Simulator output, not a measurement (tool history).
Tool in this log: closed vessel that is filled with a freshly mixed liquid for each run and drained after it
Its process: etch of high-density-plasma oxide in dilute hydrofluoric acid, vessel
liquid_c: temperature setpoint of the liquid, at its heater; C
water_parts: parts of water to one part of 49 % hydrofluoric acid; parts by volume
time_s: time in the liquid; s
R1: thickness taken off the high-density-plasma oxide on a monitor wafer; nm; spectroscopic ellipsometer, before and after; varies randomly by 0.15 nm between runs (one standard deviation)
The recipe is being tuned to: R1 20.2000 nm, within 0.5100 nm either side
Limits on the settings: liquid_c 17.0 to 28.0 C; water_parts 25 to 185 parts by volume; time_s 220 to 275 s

Run 1, hour 0.0: liquid_c 20.0 C, water_parts 105 parts by volume, time_s 275 s. Result: R1 12.4530 nm.
Run 2, hour 4.7: liquid_c 21.0 C, water_parts 105 parts by volume, time_s 275 s. Result: R1 13.0780 nm.
Run 3, hour 8.5: liquid_c 21.5 C, water_parts 105 parts by volume, time_s 275 s. Result: R1 13.1450 nm.
Run 4, hour 17.4: liquid_c 22.5 C, water_parts 105 parts by volume, time_s 275 s. Result: R1 13.8050 nm.
Run 5, hour 22.7: liquid_c 22.5 C, water_parts 105 parts by volume, time_s 220 s. Result: R1 11.0230 nm.
Run 6, hour 30.7: liquid_c 19.0 C, water_parts 105 parts by volume, time_s 220 s. Result: R1 9.4604 nm.
Run 7, hour 37.6: liquid_c 23.0 C, water_parts 65 parts by volume, time_s 220 s. Result: R1 19.3590 nm.
Run 8, hour 44.8: liquid_c 23.5 C, water_parts 65 parts by volume, time_s 220 s. Result: R1 19.6200 nm.

Which of these 4 next moves meets every target?
Run A, hour 52.0: liquid_c 21.5 C, water_parts 65 parts by volume, time_s 230 s. Result: R1 ?.
Run B, hour 52.0: liquid_c 19.0 C, water_parts 65 parts by volume, time_s 265 s. Result: R1 ?.
Run C, hour 52.0: liquid_c 24.0 C, water_parts 75 parts by volume, time_s 250 s. Result: R1 ?.
Run D, hour 52.0: liquid_c 22.5 C, water_parts 65 parts by volume, time_s 240 s. Result: R1 ?.

move       R1
   A  18.5310
   B  19.2250
   C  19.0980
   D  20.1530
A: misses by more than the last run did
B: misses by more than the last run did
C: misses by more than the last run did
D: every result lands within tolerance
Answer: D
